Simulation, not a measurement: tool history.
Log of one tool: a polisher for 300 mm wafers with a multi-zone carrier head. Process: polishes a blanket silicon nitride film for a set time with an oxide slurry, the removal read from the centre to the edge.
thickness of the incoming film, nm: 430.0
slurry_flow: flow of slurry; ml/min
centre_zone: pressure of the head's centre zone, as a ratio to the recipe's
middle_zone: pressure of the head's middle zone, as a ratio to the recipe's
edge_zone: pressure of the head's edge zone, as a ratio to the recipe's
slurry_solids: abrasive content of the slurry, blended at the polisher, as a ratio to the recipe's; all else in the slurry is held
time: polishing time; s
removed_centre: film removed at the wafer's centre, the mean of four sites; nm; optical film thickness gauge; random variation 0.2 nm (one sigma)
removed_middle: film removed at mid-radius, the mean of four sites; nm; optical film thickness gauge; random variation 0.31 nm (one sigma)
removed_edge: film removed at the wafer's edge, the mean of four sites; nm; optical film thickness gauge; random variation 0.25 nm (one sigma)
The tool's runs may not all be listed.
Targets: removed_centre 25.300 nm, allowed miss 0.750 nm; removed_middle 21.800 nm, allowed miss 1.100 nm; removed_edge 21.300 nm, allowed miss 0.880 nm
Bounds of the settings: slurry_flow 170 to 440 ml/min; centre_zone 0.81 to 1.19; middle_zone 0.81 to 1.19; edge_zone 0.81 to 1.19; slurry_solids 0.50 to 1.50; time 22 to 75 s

Run 1, day 0.000: slurry_flow 280 ml/min, centre_zone 1.00, middle_zone 1.00, edge_zone 1.00, slurry_solids 1.00, time 48 s. Result: removed_centre 27.355 nm, removed_middle 27.614 nm, removed_edge 27.271 nm.
Run 2, day 0.229: slurry_flow 280 ml/min, centre_zone 1.02, middle_zone 0.99, edge_zone 0.97, slurry_solids 0.90, time 48 s. Result: removed_centre 26.554 nm, removed_middle 26.033 nm, removed_edge 24.897 nm.
Run 3, day 0.279: slurry_flow 280 ml/min, centre_zone 1.02, middle_zone 0.99, edge_zone 0.97, slurry_solids 0.90, time 53 s. Result: removed_centre 29.756 nm, removed_middle 27.944 nm, removed_edge 28.008 nm.
Run 4, day 0.454: slurry_flow 280 ml/min, centre_zone 0.98, middle_zone 0.99, edge_zone 0.97, slurry_solids 0.90, time 53 s. Result: removed_centre 28.236 nm, removed_middle 28.254 nm, removed_edge 27.034 nm.
Run 5, day 0.654: slurry_flow 280 ml/min, centre_zone 0.98, middle_zone 0.99, edge_zone 0.97, slurry_solids 0.90, time 63 s. Result: removed_centre 33.857 nm, removed_middle 33.916 nm, removed_edge 33.181 nm.
Run 6, day 0.942: slurry_flow 280 ml/min, centre_zone 0.98, middle_zone 0.96, edge_zone 0.94, slurry_solids 0.80, time 62 s. Result: removed_centre 30.343 nm, removed_middle 30.084 nm, removed_edge 29.551 nm.
Run 7, day 1.167: slurry_flow 290 ml/min, centre_zone 1.00, middle_zone 0.95, edge_zone 0.91, slurry_solids 0.75, time 61 s. Result: removed_centre 29.693 nm, removed_middle 28.811 nm, removed_edge 27.352 nm.
Run 8, day 1.229: slurry_flow 290 ml/min, centre_zone 1.01, middle_zone 0.92, edge_zone 0.89, slurry_solids 0.70, time 61 s. Result: removed_centre 28.425 nm, removed_middle 26.568 nm, removed_edge 26.303 nm.

5 next moves are on the table. One of them brings every result within its allowed miss. Which?
Run A, day 1.292: slurry_flow 315 ml/min, centre_zone 1.13, middle_zone 0.97, edge_zone 0.81, slurry_solids 0.50, time 64 s. Result: removed_centre ?, removed_middle ?, removed_edge ?.
Run B, day 1.292: slurry_flow 285 ml/min, centre_zone 1.00, middle_zone 1.12, edge_zone 0.81, slurry_solids 0.75, time 55 s. Result: removed_centre ?, removed_middle ?, removed_edge ?.
Run C, day 1.292: slurry_flow 350 ml/min, centre_zone 1.05, middle_zone 0.89, edge_zone 0.81, slurry_solids 0.60, time 58 s. Result: removed_centre ?, removed_middle ?, removed_edge ?.
Run D, day 1.292: slurry_flow 170 ml/min, centre_zone 0.93, middle_zone 0.89, edge_zone 1.08, slurry_solids 1.05, time 64 s. Result: removed_centre ?, removed_middle ?, removed_edge ?.
Run E, day 1.292: slurry_flow 340 ml/min, centre_zone 1.09, middle_zone 0.87, edge_zone 0.95, slurry_solids 0.65, time 62 s. Result: removed_centre ?, removed_middle ?, removed_edge ?.

move  removed_centre  removed_middle  removed_edge
   A          24.802          21.279        19.789
   B          26.485          28.852        23.722
   C          24.975          21.393        21.356
   D          33.763          32.642        37.428
   E          29.472          23.908        26.047
A: takes the result that was furthest off past its target
B: further off than the last run
C: meets every target
D: further off than the last run
E: as far off as the last run
Answer: C
